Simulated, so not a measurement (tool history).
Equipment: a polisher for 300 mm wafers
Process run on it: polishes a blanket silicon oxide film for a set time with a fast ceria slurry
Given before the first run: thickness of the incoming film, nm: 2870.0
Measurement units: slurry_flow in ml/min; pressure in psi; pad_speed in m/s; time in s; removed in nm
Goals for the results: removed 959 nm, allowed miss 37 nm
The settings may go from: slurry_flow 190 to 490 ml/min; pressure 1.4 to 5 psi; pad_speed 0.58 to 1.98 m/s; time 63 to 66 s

{"run": 1, "hour": 0.0, "slurry_flow": 315, "pressure": 3.2, "pad_speed": 1.28, "time": 63, "removed": 1364.7}
{"run": 2, "hour": 3.7, "slurry_flow": 315, "pressure": 2.9, "pad_speed": 1.28, "time": 63, "removed": 1268.9}
{"run": 3, "hour": 6.4, "slurry_flow": 315, "pressure": 3.3, "pad_speed": 1.28, "time": 63, "removed": 1417.3}
{"run": 4, "hour": 13.9, "slurry_flow": 315, "pressure": 3, "pad_speed": 1.28, "time": 63, "removed": 1319.5}
{"run": 5, "hour": 21.4, "slurry_flow": 315, "pressure": 2.7, "pad_speed": 1.28, "time": 63, "removed": 1207.7}
{"run": 6, "hour": 29.0, "slurry_flow": 315, "pressure": 2.5, "pad_speed": 1.28, "time": 63, "removed": 1129.5}
{"run": 7, "hour": 36.8, "slurry_flow": 315, "pressure": 2.4, "pad_speed": 1.28, "time": 63, "removed": 1069.9}
{"run": 8, "hour": 44.8, "slurry_flow": 315, "pressure": 2.3, "pad_speed": 1.28, "time": 63, "removed": 1026.5}
{"run": 9, "hour": 48.5, "slurry_flow": 315, "pressure": 2.2, "pad_speed": 1.28, "time": 63, "removed": 1005.9}

Of the 5 settings listed for the next run, only one would bring every result within its allowed miss of target. Which one?
{"run": "A", "hour": 52.2, "slurry_flow": 295, "pressure": 2.1, "pad_speed": 1.26, "time": 65, "removed": "?"}
{"run": "B", "hour": 52.2, "slurry_flow": 230, "pressure": 2.1, "pad_speed": 1.22, "time": 63, "removed": "?"}
{"run": "C", "hour": 52.2, "slurry_flow": 455, "pressure": 1.8, "pad_speed": 1.32, "time": 63, "removed": "?"}
{"run": "D", "hour": 52.2, "slurry_flow": 315, "pressure": 1.9, "pad_speed": 1.24, "time": 64, "removed": "?"}
{"run": "E", "hour": 52.2, "slurry_flow": 330, "pressure": 2.2, "pad_speed": 1.32, "time": 66, "removed": "?"}

move=A removed=971.1
move=B removed=889
move=C removed=890.13
move=D removed=871.78
move=E removed=1079.7
A: meets every target
B: pushes the last run's worst result past its target
C: pushes the last run's worst result past its target
D: pushes the last run's worst result past its target
E: lands further from the targets than the last run did
A is the move that brings every result within its allowed miss.
